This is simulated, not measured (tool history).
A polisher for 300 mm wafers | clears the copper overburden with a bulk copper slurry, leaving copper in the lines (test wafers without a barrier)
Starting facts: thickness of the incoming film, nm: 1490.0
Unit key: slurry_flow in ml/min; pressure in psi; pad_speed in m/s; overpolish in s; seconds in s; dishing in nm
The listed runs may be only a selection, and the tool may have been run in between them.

run	day	slurry_flow	pressure	pad_speed	slurry_solids	overpolish	seconds	dishing
1	0	175	2.9	1.38	1	14	111.29	104.87
2	0.188	175	2.9	1.22	1	14	122.85	96.018
3	0.354	175	2.9	1.22	1	18	125.09	118.77
4	0.729	175	2.9	1.22	1	15	123.94	101.96
5	0.842	180	3.2	1.22	1	15	114.11	115.43
6	1.183	180	3.4	1.24	1	14	104.46	111.97
7	1.262	180	3.6	1.26	1	14	100.54	117.46
8	1.296	185	3.8	1.28	1	14	93.919	123.68
9	1.662	185	3.9	1.3	1	14	89.189	124.49

Expected results for the next run?
10	1.721	185	4	1.32	1	14	?	?

{"run 10": {"seconds": 87.252, "dishing": 124.79}}
